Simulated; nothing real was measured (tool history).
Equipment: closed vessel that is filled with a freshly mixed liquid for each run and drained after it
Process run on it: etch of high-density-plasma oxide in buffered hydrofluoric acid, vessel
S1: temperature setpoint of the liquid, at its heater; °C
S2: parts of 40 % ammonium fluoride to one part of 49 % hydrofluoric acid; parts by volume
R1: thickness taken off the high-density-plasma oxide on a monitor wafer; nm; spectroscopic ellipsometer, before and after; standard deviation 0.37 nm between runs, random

Run 1, hour 0.0: S1 24.0 °C, S2 12.5 parts by volume, time in the liquid (s) 105. Result: R1 104.660 nm.
Run 2, hour 8.1: S1 24.0 °C, S2 12.5 parts by volume, time in the liquid (s) 110. Result: R1 109.390 nm.
Run 3, hour 12.2: S1 24.0 °C, S2 12.5 parts by volume, time in the liquid (s) 105. Result: R1 104.750 nm.
Run 4, hour 13.8: S1 22.5 °C, S2 12.5 parts by volume, time in the liquid (s) 105. Result: R1 96.808 nm.
Run 5, hour 16.0: S1 22.5 °C, S2 14.0 parts by volume, time in the liquid (s) 105. Result: R1 86.662 nm.
Run 6, hour 25.0: S1 21.5 °C, S2 14.0 parts by volume, time in the liquid (s) 105. Result: R1 82.045 nm.
Run 7, hour 30.0: S1 21.0 °C, S2 14.0 parts by volume, time in the liquid (s) 105. Result: R1 79.627 nm.
Run 8, hour 31.5: S1 20.5 °C, S2 14.0 parts by volume, time in the liquid (s) 105. Result: R1 77.656 nm.

Run 9, settings as shown, results not yet in. Your forecast:
Run 9, hour 37.5: S1 20.0 °C, S2 14.0 parts by volume, time in the liquid (s) 105. Result: R1 ?.

For run 9 the tool returned R1 74.781 nm.

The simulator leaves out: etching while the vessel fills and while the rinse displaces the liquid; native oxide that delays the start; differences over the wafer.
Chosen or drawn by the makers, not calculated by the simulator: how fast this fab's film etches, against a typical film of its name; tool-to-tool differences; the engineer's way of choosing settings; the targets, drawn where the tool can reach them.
